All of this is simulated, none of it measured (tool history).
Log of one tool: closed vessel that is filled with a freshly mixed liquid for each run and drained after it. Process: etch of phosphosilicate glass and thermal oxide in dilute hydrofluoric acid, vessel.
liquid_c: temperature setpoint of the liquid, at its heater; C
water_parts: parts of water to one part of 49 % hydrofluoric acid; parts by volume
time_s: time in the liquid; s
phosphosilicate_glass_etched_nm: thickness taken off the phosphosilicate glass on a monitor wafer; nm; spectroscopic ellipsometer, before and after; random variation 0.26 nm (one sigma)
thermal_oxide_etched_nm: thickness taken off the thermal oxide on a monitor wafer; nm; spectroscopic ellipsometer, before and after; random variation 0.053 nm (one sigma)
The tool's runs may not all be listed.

| run | hour | liquid_c | water_parts | time_s | phosphosilicate_glass_etched_nm | thermal_oxide_etched_nm |
|---|---|---|---|---|---|---|
| 1 | 0.0 | 20.0 | 135 | 60 | 38.515 | 1.8107 |
| 2 | 8.0 | 22.0 | 135 | 60 | 42.097 | 1.9138 |
| 3 | 13.5 | 22.0 | 135 | 70 | 48.809 | 2.3200 |
| 4 | 14.6 | 23.5 | 130 | 70 | 54.454 | 2.6282 |
| 5 | 21.4 | 25.0 | 130 | 70 | 57.271 | 2.6718 |
| 6 | 29.3 | 26.0 | 130 | 70 | 59.973 | 2.8196 |

The next listed run, before its measurement:
| 7 | 36.5 | 26.5 | 130 | 70 | ? | ? |

{"run 7": {"phosphosilicate_glass_etched_nm": 60.578, "thermal_oxide_etched_nm": 2.8345}}

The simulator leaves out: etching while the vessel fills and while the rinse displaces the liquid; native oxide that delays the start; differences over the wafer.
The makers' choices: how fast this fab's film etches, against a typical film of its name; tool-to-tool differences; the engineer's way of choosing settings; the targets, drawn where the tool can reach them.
